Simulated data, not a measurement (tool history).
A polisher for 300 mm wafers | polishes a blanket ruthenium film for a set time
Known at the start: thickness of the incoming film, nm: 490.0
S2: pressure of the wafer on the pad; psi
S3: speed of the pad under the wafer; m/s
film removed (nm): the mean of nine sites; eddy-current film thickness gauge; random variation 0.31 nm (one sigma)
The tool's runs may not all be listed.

run 1 day=0.000 | flow_of_slurry_(ml/min)=200 S2=1.6 S3=1.12 polishing_time_(s)=26 | film_removed_(nm)=24.488
run 2 day=0.071 | flow_of_slurry_(ml/min)=200 S2=1.6 S3=1.38 polishing_time_(s)=26 | film_removed_(nm)=29.577
run 3 day=0.425 | flow_of_slurry_(ml/min)=200 S2=1.6 S3=1.38 polishing_time_(s)=26 | film_removed_(nm)=29.518
run 4 day=0.683 | flow_of_slurry_(ml/min)=165 S2=1.6 S3=1.38 polishing_time_(s)=26 | film_removed_(nm)=29.026
run 5 day=0.746 | flow_of_slurry_(ml/min)=140 S2=1.6 S3=1.38 polishing_time_(s)=26 | film_removed_(nm)=28.246
run 6 day=0.838 | flow_of_slurry_(ml/min)=155 S2=1.7 S3=1.38 polishing_time_(s)=26 | film_removed_(nm)=29.828

The next listed run, before its measurement:
run 7 day=1.108 | flow_of_slurry_(ml/min)=170 S2=1.8 S3=1.38 polishing_time_(s)=26 | film_removed_(nm)=?

Run 7 gave film removed (nm) 32.264.

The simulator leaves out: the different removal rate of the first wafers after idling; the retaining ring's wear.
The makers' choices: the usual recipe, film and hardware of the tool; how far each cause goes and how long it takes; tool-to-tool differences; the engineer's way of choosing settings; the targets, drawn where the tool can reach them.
